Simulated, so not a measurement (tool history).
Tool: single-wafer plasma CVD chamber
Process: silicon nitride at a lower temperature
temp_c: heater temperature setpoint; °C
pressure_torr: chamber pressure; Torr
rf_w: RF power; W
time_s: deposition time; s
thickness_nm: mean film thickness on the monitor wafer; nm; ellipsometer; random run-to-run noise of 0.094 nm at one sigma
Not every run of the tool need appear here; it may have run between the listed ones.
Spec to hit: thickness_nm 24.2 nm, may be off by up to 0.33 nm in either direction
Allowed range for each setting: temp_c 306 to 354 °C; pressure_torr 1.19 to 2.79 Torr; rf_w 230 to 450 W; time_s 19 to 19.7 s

{"run": 1, "day": 0.0, "temp_c": 330, "pressure_torr": 1.99, "rf_w": 340, "time_s": 19, "thickness_nm": 26.452}
{"run": 2, "day": 0.121, "temp_c": 330, "pressure_torr": 1.85, "rf_w": 340, "time_s": 19, "thickness_nm": 25.991}
{"run": 3, "day": 0.279, "temp_c": 330, "pressure_torr": 2.16, "rf_w": 340, "time_s": 19, "thickness_nm": 26.927}
{"run": 4, "day": 0.358, "temp_c": 330, "pressure_torr": 1.98, "rf_w": 335, "time_s": 19, "thickness_nm": 26.235}
{"run": 5, "day": 0.517, "temp_c": 330, "pressure_torr": 1.85, "rf_w": 330, "time_s": 19, "thickness_nm": 25.644}
{"run": 6, "day": 0.692, "temp_c": 330, "pressure_torr": 2.06, "rf_w": 330, "time_s": 19, "thickness_nm": 25.896}
{"run": 7, "day": 0.733, "temp_c": 330, "pressure_torr": 1.66, "rf_w": 305, "time_s": 19, "thickness_nm": 23.792}
{"run": 8, "day": 0.771, "temp_c": 330, "pressure_torr": 1.69, "rf_w": 305, "time_s": 19, "thickness_nm": 23.808}
{"run": 9, "day": 0.892, "temp_c": 330, "pressure_torr": 1.72, "rf_w": 305, "time_s": 19, "thickness_nm": 23.86}

Exactly one of the 4 candidate moves below puts every result within its allowed miss. Which one?
{"run": "A", "day": 1.012, "temp_c": 337, "pressure_torr": 1.76, "rf_w": 285, "time_s": 19.7, "thickness_nm": "?"}
{"run": "B", "day": 1.012, "temp_c": 344, "pressure_torr": 1.81, "rf_w": 295, "time_s": 19.7, "thickness_nm": "?"}
{"run": "C", "day": 1.012, "temp_c": 335, "pressure_torr": 1.75, "rf_w": 300, "time_s": 19, "thickness_nm": "?"}
{"run": "D", "day": 1.012, "temp_c": 327, "pressure_torr": 1.81, "rf_w": 295, "time_s": 19, "thickness_nm": "?"}

move=A thickness_nm=23.478
move=B thickness_nm=24.162
move=C thickness_nm=23.581
move=D thickness_nm=23.468
A: its largest miss is bigger than the last run's
B: each result inside its tolerance
C: its largest miss is bigger than the last run's
D: its largest miss is bigger than the last run's
The move that meets every target is B.
